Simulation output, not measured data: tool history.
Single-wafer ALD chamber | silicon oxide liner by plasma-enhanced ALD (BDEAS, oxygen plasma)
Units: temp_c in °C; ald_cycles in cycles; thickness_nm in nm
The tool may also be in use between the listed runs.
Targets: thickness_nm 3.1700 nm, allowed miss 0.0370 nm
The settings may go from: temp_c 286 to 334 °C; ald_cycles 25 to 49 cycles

| run | hour | temp_c | ald_cycles | thickness_nm |
|---|---|---|---|---|
| 1 | 0.0 | 310 | 37 | 3.4592 |
| 2 | 7.2 | 312 | 36 | 3.3491 |
| 3 | 12.2 | 314 | 36 | 3.3338 |
| 4 | 18.3 | 319 | 36 | 3.3064 |
| 5 | 25.4 | 321 | 36 | 3.3080 |
| 6 | 27.4 | 321 | 33 | 3.0266 |
| 7 | 28.5 | 318 | 33 | 3.0392 |
| 8 | 35.7 | 315 | 33 | 3.0448 |
| 9 | 36.9 | 313 | 33 | 3.0549 |
| 10 | 41.4 | 311 | 33 | 3.0804 |

Which of these 5 next moves meets every target?
| A | 45.9 | 309 | 33 | ? |
| B | 45.9 | 310 | 33 | ? |
| C | 45.9 | 313 | 33 | ? |
| D | 45.9 | 308 | 33 | ? |
| E | 45.9 | 312 | 34 | ? |

| move | thickness_nm |
|---|---|
| A | 3.0751 |
| B | 3.0701 |
| C | 3.0552 |
| D | 3.0800 |
| E | 3.1529 |
A: further off than the last run
B: further off than the last run
C: further off than the last run
D: as far off as the last run
E: meets every target
Move E is the one to make.

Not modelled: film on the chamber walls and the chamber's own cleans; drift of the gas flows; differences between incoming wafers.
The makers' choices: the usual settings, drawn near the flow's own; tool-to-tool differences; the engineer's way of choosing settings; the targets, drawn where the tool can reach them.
